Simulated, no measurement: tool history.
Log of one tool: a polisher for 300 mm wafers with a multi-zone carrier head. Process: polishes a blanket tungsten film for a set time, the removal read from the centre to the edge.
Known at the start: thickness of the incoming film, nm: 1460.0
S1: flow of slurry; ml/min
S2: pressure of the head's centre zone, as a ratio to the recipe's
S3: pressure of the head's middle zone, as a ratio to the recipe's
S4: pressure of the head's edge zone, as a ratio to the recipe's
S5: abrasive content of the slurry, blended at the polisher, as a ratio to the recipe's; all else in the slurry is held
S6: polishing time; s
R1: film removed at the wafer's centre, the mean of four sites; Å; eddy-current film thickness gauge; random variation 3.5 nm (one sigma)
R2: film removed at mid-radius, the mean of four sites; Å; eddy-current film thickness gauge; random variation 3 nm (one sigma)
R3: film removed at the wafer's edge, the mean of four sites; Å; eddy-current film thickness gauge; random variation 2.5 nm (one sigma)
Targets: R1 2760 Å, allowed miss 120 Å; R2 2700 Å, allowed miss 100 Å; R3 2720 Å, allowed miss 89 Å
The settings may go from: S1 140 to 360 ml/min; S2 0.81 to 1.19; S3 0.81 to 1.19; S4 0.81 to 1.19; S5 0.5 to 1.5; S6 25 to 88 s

| run | hour | S1 | S2 | S3 | S4 | S5 | S6 | R1 | R2 | R3 |
|---|---|---|---|---|---|---|---|---|---|---|
| 1 | 0 | 230 | 1 | 1 | 1 | 1 | 56 | 2251.5 | 2197.6 | 2232.7 |
| 2 | 8.5 | 240 | 1.02 | 1.03 | 1.04 | 1.15 | 57 | 2385.2 | 2392.7 | 2406.3 |
| 3 | 9 | 240 | 1.02 | 1.03 | 1.04 | 1.15 | 47 | 2003.9 | 2044.3 | 1929.6 |
| 4 | 17.7 | 240 | 1.04 | 1.03 | 1.06 | 1.25 | 51 | 2271.5 | 2180.1 | 2167.7 |
| 5 | 22.2 | 215 | 1.04 | 1.03 | 1.06 | 1.25 | 51 | 2178.2 | 2191.9 | 2200.9 |
| 6 | 23.8 | 215 | 1.06 | 1.05 | 1.07 | 1.35 | 53 | 2344.9 | 2360.3 | 2323 |
| 7 | 26.3 | 220 | 1.07 | 1.06 | 1.09 | 1.4 | 55 | 2501.8 | 2498.9 | 2428 |
| 8 | 27.3 | 220 | 1.07 | 1.05 | 1.1 | 1.45 | 56 | 2593.6 | 2539.8 | 2491 |

Which of these 5 next moves meets every target?
| A | 28.3 | 295 | 1.19 | 1.19 | 0.99 | 1.5 | 54 | ? | ? | ? |
| B | 28.3 | 220 | 1.02 | 0.97 | 1.19 | 1.4 | 57 | ? | ? | ? |
| C | 28.3 | 240 | 1.15 | 1.03 | 1.09 | 1.4 | 53 | ? | ? | ? |
| D | 28.3 | 170 | 1.14 | 0.93 | 1.13 | 1.45 | 61 | ? | ? | ? |
| E | 28.3 | 220 | 1.08 | 1.03 | 1.1 | 1.45 | 60 | ? | ? | ? |

| move | R1 | R2 | R3 |
|---|---|---|---|
| A | 2793.6 | 2827.9 | 2396.5 |
| B | 2427.7 | 2383.5 | 2648.9 |
| C | 2546.7 | 2358 | 2381.1 |
| D | 2756 | 2377.2 | 2702 |
| E | 2711.1 | 2659.8 | 2704.5 |
A: further off than the last run
B: brings the result that was furthest off to its target, and leaves another outside
C: further off than the last run
D: brings the result that was furthest off to its target, and leaves another outside
E: meets every target
Answer: E

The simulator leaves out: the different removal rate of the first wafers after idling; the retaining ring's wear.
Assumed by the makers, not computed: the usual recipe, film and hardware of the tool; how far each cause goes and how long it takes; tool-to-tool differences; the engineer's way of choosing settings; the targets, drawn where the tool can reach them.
